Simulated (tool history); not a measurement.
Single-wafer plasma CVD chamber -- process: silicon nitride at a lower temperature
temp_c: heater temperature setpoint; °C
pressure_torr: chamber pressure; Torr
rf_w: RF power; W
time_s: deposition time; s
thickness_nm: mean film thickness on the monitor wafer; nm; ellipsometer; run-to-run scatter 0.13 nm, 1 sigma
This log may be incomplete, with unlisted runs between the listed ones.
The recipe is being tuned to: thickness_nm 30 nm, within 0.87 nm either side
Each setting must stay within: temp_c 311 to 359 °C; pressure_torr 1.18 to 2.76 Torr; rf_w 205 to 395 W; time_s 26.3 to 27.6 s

run	hour	temp_c	pressure_torr	rf_w	time_s	thickness_nm
1	0	335	1.97	300	27.6	35.616
2	3.5	335	1.86	285	27.4	32.621
3	6	335	1.86	250	27.4	28.32
4	8.2	330	1.86	250	27.4	28.439
5	16.7	330	1.92	250	27.4	28.74
6	20.6	330	1.97	250	27.4	29.036
# hour 23.3: capacitance manometer re-zeroed and calibrated
7	23.3	330	2	250	27.4	28.51
8	25.1	330	2.08	270	27.6	31.783
9	30.3	330	2.03	265	27.6	30.887

Next run, 5 choices. One meets every target within its allowed miss, the rest don't. Which?
A	35.5	316	1.94	255	26.3	?
B	35.5	326	2.1	250	26.3	?
C	35.5	346	2.7	260	26.3	?
D	35.5	331	1.82	255	27.6	?
E	35.5	336	1.96	275	26.3	?

move	thickness_nm
A	28.057
B	28.121
C	31.473
D	28.582
E	30.353
A: carries the result that was furthest off beyond its target, to the other side
B: carries the result that was furthest off beyond its target, to the other side
C: moves away from the targets compared with the last run
D: carries the result that was furthest off beyond its target, to the other side
E: in spec on every target
The right move is E.

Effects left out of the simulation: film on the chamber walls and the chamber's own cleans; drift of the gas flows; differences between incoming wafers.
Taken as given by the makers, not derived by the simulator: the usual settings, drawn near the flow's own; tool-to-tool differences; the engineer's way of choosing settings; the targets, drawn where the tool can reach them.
